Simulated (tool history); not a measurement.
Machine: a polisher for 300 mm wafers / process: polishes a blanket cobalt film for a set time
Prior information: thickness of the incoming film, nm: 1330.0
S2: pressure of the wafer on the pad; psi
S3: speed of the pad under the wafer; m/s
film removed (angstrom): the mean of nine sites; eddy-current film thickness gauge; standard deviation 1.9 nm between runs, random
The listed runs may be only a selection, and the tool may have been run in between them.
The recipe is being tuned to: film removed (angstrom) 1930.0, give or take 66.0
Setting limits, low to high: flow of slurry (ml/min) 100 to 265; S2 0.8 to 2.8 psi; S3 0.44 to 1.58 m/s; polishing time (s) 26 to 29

run 1 day=0.000 | flow_of_slurry_(ml/min)=170 S2=1.8 S3=1.00 polishing_time_(s)=29 | film_removed_(angstrom)=1219.0
run 2 day=0.183 | flow_of_slurry_(ml/min)=170 S2=1.9 S3=1.00 polishing_time_(s)=29 | film_removed_(angstrom)=1255.6
run 3 day=0.342 | flow_of_slurry_(ml/min)=190 S2=1.9 S3=1.00 polishing_time_(s)=29 | film_removed_(angstrom)=1279.1
run 4 day=0.700 | flow_of_slurry_(ml/min)=190 S2=1.9 S3=0.86 polishing_time_(s)=29 | film_removed_(angstrom)=1106.4
run 5 day=0.738 | flow_of_slurry_(ml/min)=190 S2=2.0 S3=0.88 polishing_time_(s)=29 | film_removed_(angstrom)=1211.7
run 6 day=0.942 | flow_of_slurry_(ml/min)=205 S2=2.0 S3=0.88 polishing_time_(s)=29 | film_removed_(angstrom)=1215.7
run 7 day=1.171 | flow_of_slurry_(ml/min)=205 S2=2.1 S3=0.88 polishing_time_(s)=29 | film_removed_(angstrom)=1259.5
-- day=1.212 head pressure recalibrated
run 8 day=1.212 | flow_of_slurry_(ml/min)=205 S2=2.2 S3=0.90 polishing_time_(s)=29 | film_removed_(angstrom)=1475.9
run 9 day=1.279 | flow_of_slurry_(ml/min)=205 S2=2.4 S3=0.90 polishing_time_(s)=29 | film_removed_(angstrom)=1621.9

Exactly one of the 4 candidate moves below puts every result within its allowed miss. Which one?
run A day=1.346 | flow_of_slurry_(ml/min)=240 S2=2.6 S3=0.90 polishing_time_(s)=29 | film_removed_(angstrom)=?
run B day=1.346 | flow_of_slurry_(ml/min)=230 S2=2.5 S3=1.02 polishing_time_(s)=27 | film_removed_(angstrom)=?
run C day=1.346 | flow_of_slurry_(ml/min)=220 S2=2.7 S3=1.06 polishing_time_(s)=26 | film_removed_(angstrom)=?
run D day=1.346 | flow_of_slurry_(ml/min)=195 S2=2.8 S3=0.86 polishing_time_(s)=29 | film_removed_(angstrom)=?

move=A film_removed_(angstrom)=1748.5
move=B film_removed_(angstrom)=1760.3
move=C film_removed_(angstrom)=1887.7
move=D film_removed_(angstrom)=1755.5
A: better than the last run, though not everything is in spec
B: better than the last run, though not everything is in spec
C: every result within its allowed miss
D: better than the last run, though not everything is in spec
The right move is C.
